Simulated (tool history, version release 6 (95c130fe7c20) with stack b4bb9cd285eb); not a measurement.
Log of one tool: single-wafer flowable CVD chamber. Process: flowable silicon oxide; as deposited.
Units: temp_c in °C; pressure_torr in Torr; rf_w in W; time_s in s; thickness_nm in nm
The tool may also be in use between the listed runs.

{"run": 1, "hour": 0.0, "temp_c": 95, "pressure_torr": 1.04, "rf_w": 2135, "time_s": 665, "thickness_nm": 721.99}
{"run": 2, "hour": 6.7, "temp_c": 93, "pressure_torr": 1.04, "rf_w": 2135, "time_s": 665, "thickness_nm": 776.32}
{"run": 3, "hour": 13.1, "temp_c": 93, "pressure_torr": 1.12, "rf_w": 2135, "time_s": 665, "thickness_nm": 828.03}
{"run": 4, "hour": 13.8, "temp_c": 93, "pressure_torr": 1.12, "rf_w": 1905, "time_s": 665, "thickness_nm": 810.09}
{"run": 5, "hour": 22.4, "temp_c": 93, "pressure_torr": 1.19, "rf_w": 1905, "time_s": 665, "thickness_nm": 866.75}
{"hour": 28.6, "done": "capacitance manometer re-zeroed and calibrated"}
{"run": 6, "hour": 28.6, "temp_c": 93, "pressure_torr": 1.19, "rf_w": 1905, "time_s": 665, "thickness_nm": 813.9}

The next listed run, before its measurement:
{"run": 7, "hour": 34.2, "temp_c": 92, "pressure_torr": 1.19, "rf_w": 1905, "time_s": 665, "thickness_nm": "?"}

thickness_nm: 837.61 nm

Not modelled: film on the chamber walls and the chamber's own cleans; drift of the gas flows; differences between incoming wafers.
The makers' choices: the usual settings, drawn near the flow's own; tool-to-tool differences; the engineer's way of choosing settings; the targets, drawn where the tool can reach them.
